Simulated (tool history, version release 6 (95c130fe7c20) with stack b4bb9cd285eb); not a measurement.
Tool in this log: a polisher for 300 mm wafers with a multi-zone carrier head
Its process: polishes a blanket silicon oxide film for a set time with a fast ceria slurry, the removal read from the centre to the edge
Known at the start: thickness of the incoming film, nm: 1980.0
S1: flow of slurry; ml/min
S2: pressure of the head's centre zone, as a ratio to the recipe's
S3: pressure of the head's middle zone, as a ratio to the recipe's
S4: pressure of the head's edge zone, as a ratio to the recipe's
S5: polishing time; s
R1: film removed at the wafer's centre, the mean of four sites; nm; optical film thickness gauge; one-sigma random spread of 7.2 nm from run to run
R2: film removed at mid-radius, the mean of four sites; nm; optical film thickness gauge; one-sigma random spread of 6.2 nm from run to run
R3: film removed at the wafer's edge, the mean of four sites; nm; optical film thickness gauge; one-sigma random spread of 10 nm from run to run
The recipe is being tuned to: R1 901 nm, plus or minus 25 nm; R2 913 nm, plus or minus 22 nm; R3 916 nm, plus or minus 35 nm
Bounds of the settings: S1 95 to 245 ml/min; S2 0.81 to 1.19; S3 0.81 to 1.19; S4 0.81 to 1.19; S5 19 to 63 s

run,day,S1,S2,S3,S4,S5,R1,R2,R3
1,0,155,1,1,1,41,736.55,742.43,745.41
2,0.1,175,1.02,1.02,1.05,42,781.28,788.32,816.51
3,0.262,175,1.02,0.96,1.05,42,788.87,760.36,835.16
4,0.288,190,1.03,1,1.06,42,809.45,797.81,815.99
5,0.658,190,1.03,1,1.06,51,973.64,961.32,1010.2
6,0.896,220,1.03,1,1.06,51,1013.7,990.39,1037.6
7,1.242,200,1.02,1,1.03,51,959.47,977.12,1003.6
8,1.5,160,1.05,0.97,0.93,50,954.72,900.46,900.04

5 next moves are on the table. One of them brings every result within its allowed miss. Which?
A,1.758,140,1.13,0.98,0.88,48,?,?,?
B,1.758,150,1.05,1.06,0.93,46,?,?,?
C,1.758,220,0.93,0.98,1.02,51,?,?,?
D,1.758,220,0.99,0.99,0.97,48,?,?,?
E,1.758,130,1.02,0.96,0.93,52,?,?,?

move,R1,R2,R3
A,953.23,841.07,817.03
B,863.34,874.63,810.87
C,910.37,968.46,986.25
D,912.61,919.09,905.9
E,913.1,880.55,897.03
A: moves away from the targets compared with the last run
B: pushes the last run's worst result past its target
C: brings the last run's worst result on target, with another outside its allowed miss
D: all results land within tolerance of their targets
E: brings the last run's worst result on target, with another outside its allowed miss
Correct choice: D, which meets every target

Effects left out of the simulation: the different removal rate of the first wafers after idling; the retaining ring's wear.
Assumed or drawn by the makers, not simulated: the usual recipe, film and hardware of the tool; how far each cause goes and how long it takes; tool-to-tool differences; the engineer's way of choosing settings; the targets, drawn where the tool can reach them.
